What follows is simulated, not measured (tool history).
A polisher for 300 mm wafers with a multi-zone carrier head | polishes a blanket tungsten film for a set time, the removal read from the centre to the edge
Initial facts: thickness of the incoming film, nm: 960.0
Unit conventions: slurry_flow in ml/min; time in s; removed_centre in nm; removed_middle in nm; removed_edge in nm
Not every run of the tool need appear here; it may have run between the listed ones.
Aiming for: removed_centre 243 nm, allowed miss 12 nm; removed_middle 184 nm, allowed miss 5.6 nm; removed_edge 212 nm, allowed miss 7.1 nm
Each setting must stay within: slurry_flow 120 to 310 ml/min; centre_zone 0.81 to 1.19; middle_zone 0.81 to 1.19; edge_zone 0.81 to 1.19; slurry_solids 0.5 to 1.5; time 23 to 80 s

run 1 hour=0 | slurry_flow=200 centre_zone=1 middle_zone=1 edge_zone=1 slurry_solids=1 time=51 | removed_centre=339.89 removed_middle=351.4 removed_edge=340.09
run 2 hour=4.2 | slurry_flow=195 centre_zone=1.01 middle_zone=0.98 edge_zone=1 slurry_solids=0.95 time=49 | removed_centre=324.84 removed_middle=322.89 removed_edge=327.02
run 3 hour=13.1 | slurry_flow=195 centre_zone=1.08 middle_zone=0.98 edge_zone=1 slurry_solids=0.95 time=49 | removed_centre=348.15 removed_middle=322.44 removed_edge=326.29
run 4 hour=17.2 | slurry_flow=195 centre_zone=1.08 middle_zone=0.98 edge_zone=1 slurry_solids=0.95 time=59 | removed_centre=413.19 removed_middle=386.7 removed_edge=390.6
run 5 hour=20 | slurry_flow=195 centre_zone=1.08 middle_zone=0.98 edge_zone=1 slurry_solids=0.95 time=67 | removed_centre=484.66 removed_middle=437.6 removed_edge=440.56
run 6 hour=22.8 | slurry_flow=195 centre_zone=1.08 middle_zone=0.98 edge_zone=1.06 slurry_solids=0.95 time=67 | removed_centre=474.01 removed_middle=444.61 removed_edge=456.42
run 7 hour=23.8 | slurry_flow=190 centre_zone=1.08 middle_zone=0.96 edge_zone=1.04 slurry_solids=0.9 time=63 | removed_centre=436.76 removed_middle=397.72 removed_edge=428.41
run 8 hour=25.3 | slurry_flow=195 centre_zone=1.09 middle_zone=0.95 edge_zone=1.02 slurry_solids=0.85 time=59 | removed_centre=410.79 removed_middle=363.41 removed_edge=386.86
run 9 hour=26.4 | slurry_flow=195 centre_zone=1.09 middle_zone=0.94 edge_zone=1 slurry_solids=0.8 time=56 | removed_centre=383.3 removed_middle=341.03 removed_edge=355.05
run 10 hour=32.1 | slurry_flow=190 centre_zone=1.1 middle_zone=0.92 edge_zone=0.99 slurry_solids=0.75 time=53 | removed_centre=366.73 removed_middle=311.86 removed_edge=334.23
run 11 hour=38.1 | slurry_flow=185 centre_zone=1.1 middle_zone=0.91 edge_zone=0.98 slurry_solids=0.7 time=51 | removed_centre=336.14 removed_middle=290.68 removed_edge=308.11
run 12 hour=43.4 | slurry_flow=155 centre_zone=1.19 middle_zone=0.81 edge_zone=1.03 slurry_solids=0.5 time=37 | removed_centre=236.2 removed_middle=173.48 removed_edge=208.87

Exercise: of the 5 proposed moves below, exactly one satisfies all targets within the stated allowed misses. Which move is it?
run A hour=48.7 | slurry_flow=135 centre_zone=1.05 middle_zone=0.89 edge_zone=1.08 slurry_solids=0.55 time=37 | removed_centre=? removed_middle=? removed_edge=?
run B hour=48.7 | slurry_flow=150 centre_zone=1.13 middle_zone=0.81 edge_zone=1.17 slurry_solids=0.55 time=35 | removed_centre=? removed_middle=? removed_edge=?
run C hour=48.7 | slurry_flow=125 centre_zone=1.18 middle_zone=0.81 edge_zone=1.12 slurry_solids=0.75 time=33 | removed_centre=? removed_middle=? removed_edge=?
run D hour=48.7 | slurry_flow=155 centre_zone=1.18 middle_zone=0.85 edge_zone=1.01 slurry_solids=0.5 time=38 | removed_centre=? removed_middle=? removed_edge=?
run E hour=48.7 | slurry_flow=120 centre_zone=1.11 middle_zone=0.9 edge_zone=0.94 slurry_solids=0.7 time=35 | removed_centre=? removed_middle=? removed_edge=?

move=A removed_centre=209.05 removed_middle=184.11 removed_edge=214
move=B removed_centre=216.77 removed_middle=163.75 removed_edge=213.6
move=C removed_centre=223.57 removed_middle=162.28 removed_edge=208.71
move=D removed_centre=241.31 removed_middle=181.37 removed_edge=210.83
move=E removed_centre=217.52 removed_middle=183.28 removed_edge=198.43
A: brings the last run's worst result on target, with another outside its allowed miss
B: its largest miss is bigger than the last run's
C: its largest miss is bigger than the last run's
D: every result lands within tolerance
E: brings the last run's worst result on target, with another outside its allowed miss
Go with D: it meets all targets.
